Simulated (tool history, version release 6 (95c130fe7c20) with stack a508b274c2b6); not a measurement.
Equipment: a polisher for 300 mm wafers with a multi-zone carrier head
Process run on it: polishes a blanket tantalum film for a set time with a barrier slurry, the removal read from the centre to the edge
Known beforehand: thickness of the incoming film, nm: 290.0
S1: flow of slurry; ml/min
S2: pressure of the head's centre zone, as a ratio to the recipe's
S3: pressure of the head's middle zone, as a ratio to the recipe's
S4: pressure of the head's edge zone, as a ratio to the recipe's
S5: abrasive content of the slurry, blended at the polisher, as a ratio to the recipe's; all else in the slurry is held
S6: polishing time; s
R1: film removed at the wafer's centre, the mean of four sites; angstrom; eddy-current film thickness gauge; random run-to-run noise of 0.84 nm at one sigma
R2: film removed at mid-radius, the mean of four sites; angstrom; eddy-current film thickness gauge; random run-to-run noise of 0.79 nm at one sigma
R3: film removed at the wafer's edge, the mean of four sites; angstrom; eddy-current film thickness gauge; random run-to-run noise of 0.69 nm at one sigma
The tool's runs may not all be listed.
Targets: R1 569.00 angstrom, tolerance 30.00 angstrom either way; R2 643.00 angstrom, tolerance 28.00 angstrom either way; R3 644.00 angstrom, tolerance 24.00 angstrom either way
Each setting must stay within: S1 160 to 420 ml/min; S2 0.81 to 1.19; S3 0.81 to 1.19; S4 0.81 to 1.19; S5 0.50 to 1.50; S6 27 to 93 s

run	day	S1	S2	S3	S4	S5	S6	R1	R2	R3
1	0.000	270	1.00	1.00	1.00	1.00	59	518.65	486.61	510.41
2	0.071	270	0.98	1.03	1.03	1.15	60	539.44	548.49	556.84
3	0.258	275	0.98	1.05	1.06	1.20	60	533.83	555.70	571.85
4	0.346	275	0.98	1.07	1.07	1.25	60	545.10	584.39	584.43
5	0.600	275	0.98	1.07	1.07	1.25	71	639.05	671.01	689.76
6	0.929	275	0.98	1.11	1.07	1.25	71	639.74	686.74	685.69
7	1.029	275	0.98	1.11	1.07	1.25	71	635.50	677.74	690.97
8	1.192	275	0.96	1.11	1.06	1.20	71	643.58	685.76	664.37
9	1.358	270	0.94	1.10	1.09	1.20	70	596.53	679.38	679.94

Of the 4 settings listed for the next run, only one would bring every result within its allowed miss of target. Which one?
A	1.525	230	0.84	1.13	1.12	1.15	74	?	?	?
B	1.525	330	0.84	1.10	1.13	1.45	70	?	?	?
C	1.525	315	0.82	1.19	0.81	1.40	68	?	?	?
D	1.525	280	0.91	1.07	1.07	0.85	77	?	?	?

move	R1	R2	R3
A	552.00	698.65	705.63
B	581.86	718.61	737.62
C	546.78	732.57	604.15
D	556.92	630.19	645.46
A: its largest miss is bigger than the last run's
B: its largest miss is bigger than the last run's
C: carries the result that was furthest off beyond its target, to the other side
D: meets every target
Move D is the one to make.
